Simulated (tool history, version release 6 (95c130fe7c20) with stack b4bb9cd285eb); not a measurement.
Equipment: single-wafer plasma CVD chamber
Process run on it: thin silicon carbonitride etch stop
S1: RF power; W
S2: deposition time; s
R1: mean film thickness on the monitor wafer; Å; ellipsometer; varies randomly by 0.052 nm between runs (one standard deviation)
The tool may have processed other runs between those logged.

Run 1, hour 0.0: S1 250 W, S2 17.4 s. Result: R1 101.56 Å.
Run 2, hour 1.9: S1 250 W, S2 18.4 s. Result: R1 107.36 Å.
Run 3, hour 8.4: S1 260 W, S2 18.5 s. Result: R1 108.46 Å.
Run 4, hour 14.5: S1 235 W, S2 18.5 s. Result: R1 106.55 Å.
Run 5, hour 15.1: S1 245 W, S2 18.6 s. Result: R1 108.16 Å.
Run 6, hour 16.9: S1 220 W, S2 18.6 s. Result: R1 105.97 Å.
Run 7, hour 21.2: S1 230 W, S2 18.8 s. Result: R1 108.14 Å.
Run 8, hour 28.1: S1 240 W, S2 18.9 s. Result: R1 108.97 Å.

For run 9, what comes out?
Run 9, hour 34.7: S1 250 W, S2 19.0 s. Result: R1 ?.

Run 9 measured R1 111.62 Å.

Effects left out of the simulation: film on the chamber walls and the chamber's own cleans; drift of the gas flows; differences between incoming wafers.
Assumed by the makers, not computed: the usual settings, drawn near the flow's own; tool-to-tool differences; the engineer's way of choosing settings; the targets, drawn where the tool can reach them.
